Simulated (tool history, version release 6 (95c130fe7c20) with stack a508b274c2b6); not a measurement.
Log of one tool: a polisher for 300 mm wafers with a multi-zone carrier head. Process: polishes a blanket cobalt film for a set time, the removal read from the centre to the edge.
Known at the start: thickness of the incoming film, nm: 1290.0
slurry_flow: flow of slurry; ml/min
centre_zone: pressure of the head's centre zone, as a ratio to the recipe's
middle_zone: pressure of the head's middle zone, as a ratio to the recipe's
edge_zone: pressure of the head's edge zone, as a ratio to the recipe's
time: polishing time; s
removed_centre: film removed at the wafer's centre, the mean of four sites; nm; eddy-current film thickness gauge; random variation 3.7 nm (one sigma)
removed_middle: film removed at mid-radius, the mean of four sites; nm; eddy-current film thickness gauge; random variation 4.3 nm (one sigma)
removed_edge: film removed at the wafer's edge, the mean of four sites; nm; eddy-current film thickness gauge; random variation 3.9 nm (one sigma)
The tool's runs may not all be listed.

run	hour	slurry_flow	centre_zone	middle_zone	edge_zone	time	removed_centre	removed_middle	removed_edge
1	0	130	1	1	1	79	412.62	394.74	413.41
2	4.1	110	1	1	1	79	400.16	390.86	400.74
3	7.2	130	0.99	1.01	1.05	81	420.44	409.14	435.43
4	8.6	145	0.98	1.02	1.09	82	424.81	422.07	451.07
5	13.7	145	0.98	1.02	1.02	82	425.74	423.73	431.84
6	18	145	0.97	1.02	1.06	84	433.88	432.73	453.26
7	18.9	150	0.96	1.02	1.1	86	442.76	444.17	477.47
8	24.5	155	0.95	1.02	1.12	87	443.13	453.54	490.25

Run 9 comes next. What will it give?
9	28.4	185	0.93	0.98	1.19	89	?	?	?

{"run 9": {"removed_centre": 459.9, "removed_middle": 457.46, "removed_edge": 517.96}}

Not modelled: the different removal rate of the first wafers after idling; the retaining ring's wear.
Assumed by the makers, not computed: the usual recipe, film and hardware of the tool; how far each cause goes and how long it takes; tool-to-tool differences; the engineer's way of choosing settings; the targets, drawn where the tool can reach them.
